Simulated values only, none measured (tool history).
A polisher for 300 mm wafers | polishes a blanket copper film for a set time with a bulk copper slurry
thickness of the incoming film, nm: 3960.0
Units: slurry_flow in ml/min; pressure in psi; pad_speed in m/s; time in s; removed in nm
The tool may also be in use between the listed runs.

| run | day | slurry_flow | pressure | pad_speed | slurry_solids | time | removed |
|---|---|---|---|---|---|---|---|
| 1 | 0 | 135 | 1.8 | 1.3 | 1 | 102 | 823.65 |
| 2 | 0.317 | 135 | 1.6 | 1.28 | 1 | 102 | 754.44 |
| 3 | 0.354 | 135 | 1.6 | 1.46 | 1 | 102 | 841.29 |
| 4 | 0.542 | 135 | 1.4 | 1.4 | 1 | 102 | 732.72 |
| 5 | 0.733 | 135 | 1.4 | 1.4 | 1 | 107 | 739.97 |
| 6 | 0.808 | 135 | 1.3 | 1.38 | 1 | 107 | 697.08 |

Forecast run 7:
| 7 | 1.112 | 135 | 1.2 | 1.36 | 1 | 107 | ? |

{"run 7": {"removed": 654.08}}
